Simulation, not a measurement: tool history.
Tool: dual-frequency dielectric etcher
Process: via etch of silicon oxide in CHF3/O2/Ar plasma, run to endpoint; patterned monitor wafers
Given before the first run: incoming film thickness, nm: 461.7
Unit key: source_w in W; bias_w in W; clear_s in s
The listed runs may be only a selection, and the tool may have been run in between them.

run	hour	source_w	bias_w	clear_s
1	0	750	179	238.82
2	0.5	670	179	252.94
3	9.4	730	179	241.33
4	16.7	690	177	248.32
5	24.2	660	175	257.96
6	29.5	640	174	261.73
7	36.5	630	174	266.1

Predict the results of run 8:
8	38.2	620	174	?

{"run 8": {"clear_s": 268.69}}

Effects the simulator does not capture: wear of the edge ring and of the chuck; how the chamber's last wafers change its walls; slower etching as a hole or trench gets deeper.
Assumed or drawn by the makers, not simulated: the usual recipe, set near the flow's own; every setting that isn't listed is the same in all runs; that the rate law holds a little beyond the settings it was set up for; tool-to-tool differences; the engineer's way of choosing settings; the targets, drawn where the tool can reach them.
